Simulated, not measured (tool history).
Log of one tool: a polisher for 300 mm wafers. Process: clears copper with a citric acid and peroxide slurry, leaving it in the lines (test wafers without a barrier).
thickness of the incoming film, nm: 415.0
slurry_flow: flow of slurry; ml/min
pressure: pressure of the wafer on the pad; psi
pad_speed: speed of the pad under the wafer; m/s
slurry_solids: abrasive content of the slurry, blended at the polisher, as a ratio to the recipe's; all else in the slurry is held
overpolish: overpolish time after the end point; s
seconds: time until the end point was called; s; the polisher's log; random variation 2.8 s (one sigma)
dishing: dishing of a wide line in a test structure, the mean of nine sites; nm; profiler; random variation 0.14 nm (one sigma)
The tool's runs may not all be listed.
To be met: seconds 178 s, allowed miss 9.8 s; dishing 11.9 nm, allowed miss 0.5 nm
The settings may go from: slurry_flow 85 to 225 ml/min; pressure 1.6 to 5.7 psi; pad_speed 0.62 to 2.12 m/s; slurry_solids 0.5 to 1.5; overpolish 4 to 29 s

| run | hour | slurry_flow | pressure | pad_speed | slurry_solids | overpolish | seconds | dishing |
|---|---|---|---|---|---|---|---|---|
| 1 | 0 | 145 | 3.6 | 1.36 | 1 | 15 | 101.03 | 41.001 |
| 2 | 7.9 | 145 | 2.8 | 1.36 | 1 | 15 | 124.03 | 33.356 |
| 3 | 8.9 | 170 | 2.8 | 1.36 | 1 | 15 | 122.01 | 34.319 |
| 4 | 9.5 | 170 | 2.8 | 1.36 | 1 | 13 | 125.08 | 30.134 |
| 5 | 14.6 | 145 | 2.7 | 1.28 | 1 | 10 | 141.26 | 21.514 |
| 6 | 19 | 145 | 2.7 | 1.12 | 1 | 10 | 156.08 | 19.023 |
| 7 | 19.6 | 150 | 2.6 | 1.1 | 1.05 | 8 | 158.26 | 15.091 |
| 8 | 21.4 | 150 | 2.4 | 1.1 | 1.1 | 8 | 172.19 | 13.945 |
| 9 | 25.5 | 150 | 2.4 | 1.1 | 1.15 | 8 | 171.14 | 13.851 |
| 10 | 30.7 | 150 | 2.4 | 1.1 | 1.2 | 8 | 169.49 | 14.277 |
| 11 | 31.4 | 155 | 2.4 | 1.1 | 1.2 | 7 | 164.03 | 12.695 |

4 next moves are on the table. One of them brings every result within its allowed miss. Which?
| A | 32.1 | 160 | 2.7 | 0.96 | 1.1 | 8 | ? | ? |
| B | 32.1 | 145 | 2.5 | 1 | 1.2 | 7 | ? | ? |
| C | 32.1 | 175 | 2.1 | 1.08 | 1.2 | 9 | ? | ? |
| D | 32.1 | 170 | 2.3 | 0.98 | 1.25 | 9 | ? | ? |

| move | seconds | dishing |
|---|---|---|
| A | 175.96 | 13.791 |
| B | 181.48 | 11.774 |
| C | 194.71 | 13.92 |
| D | 194.28 | 13.984 |
A: further off than the last run
B: meets every target
C: further off than the last run
D: further off than the last run
The right move is B.
